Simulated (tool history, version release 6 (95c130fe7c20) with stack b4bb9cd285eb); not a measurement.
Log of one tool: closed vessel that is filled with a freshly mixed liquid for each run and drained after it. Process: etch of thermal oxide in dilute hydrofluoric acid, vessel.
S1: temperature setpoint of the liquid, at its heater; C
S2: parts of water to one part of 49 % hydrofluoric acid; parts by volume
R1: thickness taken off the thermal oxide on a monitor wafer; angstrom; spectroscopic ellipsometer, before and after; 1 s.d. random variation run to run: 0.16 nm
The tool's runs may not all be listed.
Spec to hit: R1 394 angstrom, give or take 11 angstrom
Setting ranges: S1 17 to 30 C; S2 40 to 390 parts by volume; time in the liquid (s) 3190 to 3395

Run 1, hour 0: S1 22 C, S2 215 parts by volume, time in the liquid (s) 3190. Result: R1 602.46 angstrom.
Run 2, hour 6.9: S1 21 C, S2 225 parts by volume, time in the liquid (s) 3190. Result: R1 548.5 angstrom.
Run 3, hour 10.3: S1 21 C, S2 190 parts by volume, time in the liquid (s) 3190. Result: R1 672.09 angstrom.
Run 4, hour 19.9: S1 20.5 C, S2 205 parts by volume, time in the liquid (s) 3190. Result: R1 607.35 angstrom.
Run 5, hour 25: S1 20.5 C, S2 205 parts by volume, time in the liquid (s) 3395. Result: R1 646.14 angstrom.
Run 6, hour 26.7: S1 20 C, S2 215 parts by volume, time in the liquid (s) 3395. Result: R1 594.21 angstrom.
Run 7, hour 34.7: S1 19.5 C, S2 225 parts by volume, time in the liquid (s) 3395. Result: R1 549.67 angstrom.
Run 8, hour 42.6: S1 19 C, S2 230 parts by volume, time in the liquid (s) 3395. Result: R1 526.9 angstrom.
Run 9, hour 52.4: S1 18.5 C, S2 235 parts by volume, time in the liquid (s) 3395. Result: R1 503.02 angstrom.
At hour 61: hydrofluoric acid flow meter replaced.
Run 10, hour 61: S1 18 C, S2 240 parts by volume, time in the liquid (s) 3395. Result: R1 449.23 angstrom.
Run 11, hour 64.9: S1 17.5 C, S2 245 parts by volume, time in the liquid (s) 3395. Result: R1 431.42 angstrom.
Run 12, hour 74.3: S1 17 C, S2 250 parts by volume, time in the liquid (s) 3395. Result: R1 414.72 angstrom.

Which one of the following 4 next-run settings gets every result inside its allowed miss? There is exactly one.
Run A, hour 83.7: S1 17 C, S2 250 parts by volume, time in the liquid (s) 3260. Result: R1 ?.
Run B, hour 83.7: S1 17 C, S2 220 parts by volume, time in the liquid (s) 3190. Result: R1 ?.
Run C, hour 83.7: S1 17 C, S2 265 parts by volume, time in the liquid (s) 3240. Result: R1 ?.
Run D, hour 83.7: S1 17 C, S2 255 parts by volume, time in the liquid (s) 3190. Result: R1 ?.

move      R1
   A  394.49
   B  450.45
   C  365.11
   D  376.81
A: hits every target within its allowed miss
B: its largest miss is bigger than the last run's
C: carries the result that was furthest off beyond its target, to the other side
D: carries the result that was furthest off beyond its target, to the other side
So the answer is move A, the one that meets all the targets.

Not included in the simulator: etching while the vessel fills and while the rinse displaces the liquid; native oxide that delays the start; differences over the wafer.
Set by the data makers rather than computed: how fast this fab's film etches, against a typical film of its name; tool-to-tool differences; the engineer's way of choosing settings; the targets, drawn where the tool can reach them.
